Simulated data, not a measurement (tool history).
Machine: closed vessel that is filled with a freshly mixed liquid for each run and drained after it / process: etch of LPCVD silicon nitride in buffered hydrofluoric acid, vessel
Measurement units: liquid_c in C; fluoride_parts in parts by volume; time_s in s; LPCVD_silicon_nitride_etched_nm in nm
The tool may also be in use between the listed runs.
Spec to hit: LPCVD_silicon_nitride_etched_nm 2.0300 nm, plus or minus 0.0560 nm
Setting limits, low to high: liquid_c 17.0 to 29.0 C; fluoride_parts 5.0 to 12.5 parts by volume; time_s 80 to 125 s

run  hour  liquid_c  fluoride_parts  time_s  LPCVD_silicon_nitride_etched_nm
  1   0.0      21.0             7.5     125                           1.7883
  2   4.4      19.0             7.5     125                           1.5730
  3   9.2      19.5             7.5     125                           1.6093
  4  16.2      19.5             7.5      80                           1.0436
  5  21.6      20.5             7.5      80                           1.1146
  6  30.2      20.5             5.5      80                           1.4852
  7  35.2      21.0             5.5      80                           1.5153
  8  39.6      21.5             5.5      80                           1.5518
  9  46.0      22.0             5.5      80                           1.5871
 10  48.6      22.5             5.5      80                           1.6130
 11  57.5      23.0             5.5      80                           1.6819

Pick the move, out of 4, that brings all results within their allowed miss; only one does.
  A  66.4      25.0             7.5     125                                ?
  B  66.4      17.0             5.0     110                                ?
  C  66.4      22.5             6.5     115                                ?
  D  66.4      24.0             6.5     120                                ?

move  LPCVD_silicon_nitride_etched_nm
   A                           2.2102
   B                           1.7926
   C                           2.0383
   D                           2.3088
A: takes the biggest miss from the last run beyond its target
B: better than the last run, though not everything is in spec
C: each result inside its tolerance
D: takes the biggest miss from the last run beyond its target
So the answer is move C, the one that meets all the targets.
